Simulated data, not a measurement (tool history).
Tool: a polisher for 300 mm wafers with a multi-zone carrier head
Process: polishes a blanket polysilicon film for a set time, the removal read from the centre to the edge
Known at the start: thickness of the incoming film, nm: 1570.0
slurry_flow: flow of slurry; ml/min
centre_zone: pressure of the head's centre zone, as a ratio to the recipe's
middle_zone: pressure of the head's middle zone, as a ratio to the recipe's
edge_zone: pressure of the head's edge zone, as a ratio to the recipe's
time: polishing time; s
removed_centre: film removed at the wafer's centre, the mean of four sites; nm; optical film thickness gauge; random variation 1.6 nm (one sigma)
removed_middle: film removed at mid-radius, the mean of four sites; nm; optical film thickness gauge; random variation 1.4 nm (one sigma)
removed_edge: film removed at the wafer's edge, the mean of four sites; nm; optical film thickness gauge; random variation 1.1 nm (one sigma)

Run 1, hour 0.0: slurry_flow 310 ml/min, centre_zone 1.00, middle_zone 1.00, edge_zone 1.00, time 33 s. Result: removed_centre 157.620 nm, removed_middle 160.89 nm, removed_edge 163.61 nm.
Run 2, hour 4.8: slurry_flow 305 ml/min, centre_zone 0.96, middle_zone 0.98, edge_zone 0.98, time 32 s. Result: removed_centre 144.240 nm, removed_middle 155.10 nm, removed_edge 157.65 nm.
Run 3, hour 8.7: slurry_flow 300 ml/min, centre_zone 0.94, middle_zone 0.96, edge_zone 0.96, time 31 s. Result: removed_centre 141.650 nm, removed_middle 147.12 nm, removed_edge 150.79 nm.
Run 4, hour 15.5: slurry_flow 300 ml/min, centre_zone 0.94, middle_zone 0.96, edge_zone 1.03, time 31 s. Result: removed_centre 134.630 nm, removed_middle 146.24 nm, removed_edge 154.56 nm.
Run 5, hour 16.5: slurry_flow 300 ml/min, centre_zone 0.94, middle_zone 1.02, edge_zone 1.03, time 31 s. Result: removed_centre 135.590 nm, removed_middle 151.63 nm, removed_edge 155.16 nm.
Run 6, hour 17.4: slurry_flow 300 ml/min, centre_zone 0.94, middle_zone 1.02, edge_zone 1.03, time 23 s. Result: removed_centre 99.864 nm, removed_middle 113.71 nm, removed_edge 115.43 nm.
At hour 18.5: slurry nozzle cleaned.
Run 7, hour 18.5: slurry_flow 325 ml/min, centre_zone 0.97, middle_zone 1.07, edge_zone 1.13, time 26 s. Result: removed_centre 133.420 nm, removed_middle 142.70 nm, removed_edge 144.62 nm.

Forecast run 8:
Run 8, hour 27.2: slurry_flow 325 ml/min, centre_zone 0.97, middle_zone 1.07, edge_zone 1.13, time 26 s. Result: removed_centre ?, removed_middle ?, removed_edge ?.

{"run 8": {"removed_centre": 128.8, "removed_middle": 141.97, "removed_edge": 144.81}}
